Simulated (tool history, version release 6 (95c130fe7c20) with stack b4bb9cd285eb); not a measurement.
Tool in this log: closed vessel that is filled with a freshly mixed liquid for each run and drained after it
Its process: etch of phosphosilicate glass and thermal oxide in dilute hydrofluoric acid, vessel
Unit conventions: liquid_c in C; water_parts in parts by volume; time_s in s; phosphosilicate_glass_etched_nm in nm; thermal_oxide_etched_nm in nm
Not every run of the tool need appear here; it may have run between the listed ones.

run,hour,liquid_c,water_parts,time_s,phosphosilicate_glass_etched_nm,thermal_oxide_etched_nm
1,0.0,21.0,240,60,22.967,0.98718
2,6.2,23.5,180,60,35.751,1.47710
3,6.9,25.0,150,60,46.793,1.84160
4,13.4,26.0,130,60,57.877,2.32700
5,21.8,26.0,130,70,67.372,2.73100
6,24.7,26.0,175,70,47.334,1.88460
7,31.3,26.5,155,70,56.004,2.16610
8,34.4,28.5,120,70,81.538,3.54790

Predict the results of run 9:
9,39.6,28.0,120,70,?,?

For run 9 the tool returned phosphosilicate_glass_etched_nm 80.203 nm, thermal_oxide_etched_nm 3.48210 nm.

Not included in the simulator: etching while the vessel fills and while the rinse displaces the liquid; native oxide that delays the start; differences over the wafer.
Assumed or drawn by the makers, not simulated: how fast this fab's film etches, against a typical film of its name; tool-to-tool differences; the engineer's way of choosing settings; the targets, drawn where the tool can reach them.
